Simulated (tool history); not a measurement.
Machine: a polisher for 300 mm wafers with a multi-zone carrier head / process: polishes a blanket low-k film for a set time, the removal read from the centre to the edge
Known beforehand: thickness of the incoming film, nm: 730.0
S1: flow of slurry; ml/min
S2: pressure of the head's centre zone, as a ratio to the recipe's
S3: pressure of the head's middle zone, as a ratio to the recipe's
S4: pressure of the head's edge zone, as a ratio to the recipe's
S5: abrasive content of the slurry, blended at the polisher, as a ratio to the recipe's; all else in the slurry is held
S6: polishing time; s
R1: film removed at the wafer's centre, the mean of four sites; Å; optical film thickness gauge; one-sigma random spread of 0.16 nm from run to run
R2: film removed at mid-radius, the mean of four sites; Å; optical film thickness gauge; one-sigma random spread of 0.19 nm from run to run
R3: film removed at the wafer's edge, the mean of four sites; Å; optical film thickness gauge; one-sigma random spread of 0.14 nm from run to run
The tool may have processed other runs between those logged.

{"run": 1, "hour": 0.0, "S1": 145, "S2": 1.0, "S3": 1.0, "S4": 1.0, "S5": 1.0, "S6": 33, "R1": 135.21, "R2": 136.52, "R3": 134.04}
{"run": 2, "hour": 6.9, "S1": 155, "S2": 0.99, "S3": 0.99, "S4": 1.06, "S5": 1.1, "S6": 33, "R1": 140.63, "R2": 139.08, "R3": 144.98}
{"run": 3, "hour": 10.9, "S1": 165, "S2": 0.98, "S3": 1.0, "S4": 1.1, "S5": 1.2, "S6": 33, "R1": 147.06, "R2": 147.49, "R3": 150.14}
{"run": 4, "hour": 17.8, "S1": 165, "S2": 0.91, "S3": 1.0, "S4": 1.1, "S5": 1.2, "S6": 33, "R1": 134.2, "R2": 148.86, "R3": 150.94}
{"run": 5, "hour": 21.5, "S1": 170, "S2": 0.92, "S3": 0.98, "S4": 1.12, "S5": 1.3, "S6": 33, "R1": 140.04, "R2": 148.77, "R3": 157.89}
{"run": 6, "hour": 25.8, "S1": 175, "S2": 0.93, "S3": 0.97, "S4": 1.14, "S5": 1.35, "S6": 33, "R1": 143.36, "R2": 152.48, "R3": 162.66}
{"run": 7, "hour": 27.9, "S1": 180, "S2": 0.95, "S3": 0.96, "S4": 1.15, "S5": 1.4, "S6": 33, "R1": 150.89, "R2": 151.67, "R3": 163.92}
{"run": 8, "hour": 31.9, "S1": 180, "S2": 0.95, "S3": 0.95, "S4": 1.16, "S5": 1.45, "S6": 33, "R1": 152.71, "R2": 152.66, "R3": 166.51}
{"run": 9, "hour": 34.0, "S1": 185, "S2": 0.95, "S3": 0.95, "S4": 1.17, "S5": 1.45, "S6": 33, "R1": 153.92, "R2": 152.16, "R3": 167.62}

Estimate the outcome of run 10 from the log above:
{"run": 10, "hour": 43.0, "S1": 190, "S2": 0.95, "S3": 0.95, "S4": 1.18, "S5": 1.45, "S6": 33, "R1": "?", "R2": "?", "R3": "?"}

{"run 10": {"R1": 154.2, "R2": 154.89, "R3": 169.75}}
